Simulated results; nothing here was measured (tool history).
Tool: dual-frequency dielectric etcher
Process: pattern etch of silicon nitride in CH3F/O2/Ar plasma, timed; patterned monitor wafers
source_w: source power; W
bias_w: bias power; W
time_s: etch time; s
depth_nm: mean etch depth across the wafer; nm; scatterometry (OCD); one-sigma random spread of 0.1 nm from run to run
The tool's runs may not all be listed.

run	hour	source_w	bias_w	time_s	depth_nm
1	0	310	71	31.5	18.719
2	2.4	310	71	28.5	16.961
3	11.2	310	71	31.5	18.745
4	14.7	280	70	31.5	18.114
5	22.1	260	67	31.5	17.318
6	23.7	260	67	31.5	17.331
7	27.2	250	66	31.5	17.255

Run 8 comes next. What will it give?
8	31.5	210	63	31.5	?

For run 8 the tool returned depth_nm 15.97 nm.

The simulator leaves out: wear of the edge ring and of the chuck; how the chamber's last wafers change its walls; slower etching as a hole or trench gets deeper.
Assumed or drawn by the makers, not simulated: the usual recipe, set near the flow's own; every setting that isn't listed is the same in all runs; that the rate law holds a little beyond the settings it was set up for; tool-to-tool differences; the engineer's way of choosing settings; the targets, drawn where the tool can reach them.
